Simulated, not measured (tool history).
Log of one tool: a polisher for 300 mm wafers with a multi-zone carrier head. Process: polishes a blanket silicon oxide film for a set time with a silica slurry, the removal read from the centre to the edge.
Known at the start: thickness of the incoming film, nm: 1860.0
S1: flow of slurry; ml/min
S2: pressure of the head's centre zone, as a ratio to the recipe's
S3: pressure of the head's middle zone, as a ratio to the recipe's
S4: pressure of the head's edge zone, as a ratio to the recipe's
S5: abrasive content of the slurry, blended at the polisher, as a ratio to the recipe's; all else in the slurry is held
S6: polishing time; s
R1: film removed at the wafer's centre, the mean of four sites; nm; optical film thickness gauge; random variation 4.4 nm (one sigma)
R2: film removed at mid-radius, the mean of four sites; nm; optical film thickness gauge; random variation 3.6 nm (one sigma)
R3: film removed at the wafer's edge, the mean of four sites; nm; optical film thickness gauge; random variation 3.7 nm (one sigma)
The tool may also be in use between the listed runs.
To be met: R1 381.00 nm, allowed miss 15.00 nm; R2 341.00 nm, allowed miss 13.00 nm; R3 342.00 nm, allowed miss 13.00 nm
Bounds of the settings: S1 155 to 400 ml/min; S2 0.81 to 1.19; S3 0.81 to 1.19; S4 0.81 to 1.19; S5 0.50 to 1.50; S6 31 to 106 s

run    day   S1    S2    S3    S4    S5  S6      R1      R2      R3
  1  0.000  255  1.00  1.00  1.00  1.00  68  282.77  292.78  288.97
  2  0.371  265  1.04  1.01  1.03  1.05  68  293.96  294.11  298.62
  3  0.542  265  1.04  1.01  1.03  1.05  75  326.47  327.19  325.99
  4  0.721  265  1.12  1.01  1.03  1.05  75  342.48  332.24  326.82
  5  0.879  265  1.12  1.01  1.09  1.05  75  340.27  328.88  338.38
  6  1.158  265  1.12  0.94  1.09  1.05  75  343.92  313.77  338.69
  7  1.242  270  1.14  0.95  1.08  1.05  75  344.60  317.41  339.16
  8  1.383  270  1.15  0.95  1.05  1.10  75  367.45  318.74  341.88

Which of these 5 next moves meets every target?
  A  1.525  330  1.19  1.10  0.82  0.90  81   ?   ?   ?
  B  1.525  240  1.18  0.96  0.92  1.25  70   ?   ?   ?
  C  1.525  255  1.15  1.13  0.96  1.30  75   ?   ?   ?
  D  1.525  295  1.19  1.15  0.88  0.80  85   ?   ?   ?
  E  1.525  195  1.19  1.00  0.97  1.40  75   ?   ?   ?

move      R1      R2      R3
   A  374.15  367.63  304.06
   B  346.89  311.84  303.25
   C  373.41  384.69  337.19
   D  371.29  377.50  312.32
   E  374.93  346.24  337.74
A: takes the result that was furthest off past its target
B: further off than the last run
C: takes the result that was furthest off past its target
D: takes the result that was furthest off past its target
E: meets every target
Move E is the one to make.
